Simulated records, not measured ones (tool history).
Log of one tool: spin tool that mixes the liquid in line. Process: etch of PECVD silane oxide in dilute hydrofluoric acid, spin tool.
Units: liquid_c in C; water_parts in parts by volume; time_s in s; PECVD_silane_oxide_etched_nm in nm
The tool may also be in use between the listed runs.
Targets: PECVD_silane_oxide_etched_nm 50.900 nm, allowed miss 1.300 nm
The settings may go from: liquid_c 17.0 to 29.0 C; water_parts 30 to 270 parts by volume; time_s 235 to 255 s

{"run": 1, "hour": 0.0, "liquid_c": 21.0, "water_parts": 150, "time_s": 235, "PECVD_silane_oxide_etched_nm": 29.646}
{"run": 2, "hour": 0.6, "liquid_c": 21.0, "water_parts": 150, "time_s": 235, "PECVD_silane_oxide_etched_nm": 29.439}
{"run": 3, "hour": 8.2, "liquid_c": 22.5, "water_parts": 145, "time_s": 235, "PECVD_silane_oxide_etched_nm": 32.101}
{"run": 4, "hour": 9.9, "liquid_c": 22.5, "water_parts": 145, "time_s": 255, "PECVD_silane_oxide_etched_nm": 34.783}
{"run": 5, "hour": 16.1, "liquid_c": 23.5, "water_parts": 140, "time_s": 255, "PECVD_silane_oxide_etched_nm": 37.865}
{"run": 6, "hour": 18.4, "liquid_c": 24.5, "water_parts": 135, "time_s": 255, "PECVD_silane_oxide_etched_nm": 41.168}
{"run": 7, "hour": 21.3, "liquid_c": 25.5, "water_parts": 135, "time_s": 255, "PECVD_silane_oxide_etched_nm": 42.101}
{"run": 8, "hour": 26.3, "liquid_c": 29.0, "water_parts": 120, "time_s": 255, "PECVD_silane_oxide_etched_nm": 56.738}
{"run": 9, "hour": 32.5, "liquid_c": 28.5, "water_parts": 120, "time_s": 255, "PECVD_silane_oxide_etched_nm": 54.944}

4 next moves are on the table. One of them brings every result within its allowed miss. Which?
{"run": "A", "hour": 38.7, "liquid_c": 28.0, "water_parts": 120, "time_s": 240, "PECVD_silane_oxide_etched_nm": "?"}
{"run": "B", "hour": 38.7, "liquid_c": 28.5, "water_parts": 125, "time_s": 235, "PECVD_silane_oxide_etched_nm": "?"}
{"run": "C", "hour": 38.7, "liquid_c": 27.5, "water_parts": 110, "time_s": 250, "PECVD_silane_oxide_etched_nm": "?"}
{"run": "D", "hour": 38.7, "liquid_c": 29.0, "water_parts": 135, "time_s": 255, "PECVD_silane_oxide_etched_nm": "?"}

move=A PECVD_silane_oxide_etched_nm=50.671
move=B PECVD_silane_oxide_etched_nm=48.213
move=C PECVD_silane_oxide_etched_nm=57.247
move=D PECVD_silane_oxide_etched_nm=48.703
A: meets every target
B: takes the result that was furthest off past its target
C: further off than the last run
D: takes the result that was furthest off past its target
The right move is A.

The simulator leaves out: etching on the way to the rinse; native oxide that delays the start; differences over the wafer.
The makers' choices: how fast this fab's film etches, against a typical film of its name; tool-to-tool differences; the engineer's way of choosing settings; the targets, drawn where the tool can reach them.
